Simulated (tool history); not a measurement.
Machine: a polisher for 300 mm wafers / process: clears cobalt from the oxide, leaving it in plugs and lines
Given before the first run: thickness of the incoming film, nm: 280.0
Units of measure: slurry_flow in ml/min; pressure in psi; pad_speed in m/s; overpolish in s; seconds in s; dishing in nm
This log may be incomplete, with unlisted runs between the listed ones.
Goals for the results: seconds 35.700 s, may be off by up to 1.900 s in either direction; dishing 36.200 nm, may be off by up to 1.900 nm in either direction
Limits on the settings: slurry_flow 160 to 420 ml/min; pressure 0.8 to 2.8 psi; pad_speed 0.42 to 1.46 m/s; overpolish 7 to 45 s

Run 1, day 0.000: slurry_flow 270 ml/min, pressure 1.8 psi, pad_speed 0.94 m/s, overpolish 23 s. Result: seconds 50.702 s, dishing 51.779 nm.
Run 2, day 0.046: slurry_flow 265 ml/min, pressure 1.9 psi, pad_speed 0.94 m/s, overpolish 18 s. Result: seconds 46.938 s, dishing 50.385 nm.
Run 3, day 0.229: slurry_flow 265 ml/min, pressure 1.9 psi, pad_speed 1.04 m/s, overpolish 18 s. Result: seconds 45.441 s, dishing 50.462 nm.
Run 4, day 0.358: slurry_flow 265 ml/min, pressure 1.9 psi, pad_speed 1.12 m/s, overpolish 18 s. Result: seconds 42.910 s, dishing 51.715 nm.
Run 5, day 0.658: slurry_flow 265 ml/min, pressure 1.9 psi, pad_speed 1.12 m/s, overpolish 14 s. Result: seconds 42.008 s, dishing 48.007 nm.
Run 6, day 0.742: slurry_flow 310 ml/min, pressure 1.8 psi, pad_speed 1.22 m/s, overpolish 12 s. Result: seconds 40.376 s, dishing 44.627 nm.
Run 7, day 1.100: slurry_flow 345 ml/min, pressure 1.7 psi, pad_speed 1.30 m/s, overpolish 11 s. Result: seconds 40.084 s, dishing 43.368 nm.
Run 8, day 1.200: slurry_flow 420 ml/min, pressure 1.6 psi, pad_speed 1.46 m/s, overpolish 7 s. Result: seconds 37.905 s, dishing 34.450 nm.
Run 9, day 1.304: slurry_flow 415 ml/min, pressure 1.6 psi, pad_speed 1.46 m/s, overpolish 7 s. Result: seconds 38.185 s, dishing 34.211 nm.
Run 10, day 1.671: slurry_flow 410 ml/min, pressure 1.6 psi, pad_speed 1.46 m/s, overpolish 7 s. Result: seconds 38.198 s, dishing 34.492 nm.
Run 11, day 1.779: slurry_flow 405 ml/min, pressure 1.6 psi, pad_speed 1.46 m/s, overpolish 7 s. Result: seconds 38.413 s, dishing 34.504 nm.
Run 12, day 2.038: slurry_flow 410 ml/min, pressure 1.8 psi, pad_speed 1.46 m/s, overpolish 9 s. Result: seconds 34.375 s, dishing 41.534 nm.
Run 13, day 2.321: slurry_flow 415 ml/min, pressure 1.8 psi, pad_speed 1.46 m/s, overpolish 8 s. Result: seconds 34.341 s, dishing 40.475 nm.

Exactly one of the 4 candidate moves below puts every result within its allowed miss. Which one?
Run A, day 2.604: slurry_flow 385 ml/min, pressure 1.8 psi, pad_speed 1.22 m/s, overpolish 10 s. Result: seconds ?, dishing ?.
Run B, day 2.604: slurry_flow 310 ml/min, pressure 1.5 psi, pad_speed 1.44 m/s, overpolish 11 s. Result: seconds ?, dishing ?.
Run C, day 2.604: slurry_flow 385 ml/min, pressure 1.7 psi, pad_speed 1.46 m/s, overpolish 9 s. Result: seconds ?, dishing ?.
Run D, day 2.604: slurry_flow 420 ml/min, pressure 2.1 psi, pad_speed 1.18 m/s, overpolish 7 s. Result: seconds ?, dishing ?.

move  seconds  dishing
   A   39.707   40.690
   B   42.269   41.366
   C   36.383   40.301
   D   34.867   35.971
A: misses by more than the last run did
B: misses by more than the last run did
C: just as far off the targets as the last run
D: every result lands within tolerance
Answer: D

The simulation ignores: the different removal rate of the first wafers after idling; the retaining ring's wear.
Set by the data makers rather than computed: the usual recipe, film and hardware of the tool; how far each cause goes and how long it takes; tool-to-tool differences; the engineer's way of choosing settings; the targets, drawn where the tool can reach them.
